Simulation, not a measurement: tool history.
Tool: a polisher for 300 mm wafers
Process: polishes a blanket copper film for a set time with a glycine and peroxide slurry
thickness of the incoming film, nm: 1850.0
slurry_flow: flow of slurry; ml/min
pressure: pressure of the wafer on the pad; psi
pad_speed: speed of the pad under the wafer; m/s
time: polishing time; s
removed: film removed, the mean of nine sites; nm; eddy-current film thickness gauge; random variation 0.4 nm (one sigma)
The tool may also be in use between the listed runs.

run	hour	slurry_flow	pressure	pad_speed	time	removed
1	0	225	2.1	0.92	26	107.09
2	1.9	215	1.8	0.88	26	91.766
3	8.7	205	1.6	0.86	26	81.723
4	13.8	205	1.6	0.86	23	73.158
5	15.1	185	1.6	0.86	23	72.533
6	20.4	175	1.5	0.86	23	68.816
7	25.5	165	1.5	0.86	23	68.367
8	31.1	160	1.5	0.86	23	67.73

Forecast run 9:
9	38.6	155	1.5	0.86	23	?

{"run 9": {"removed": 67.145}}
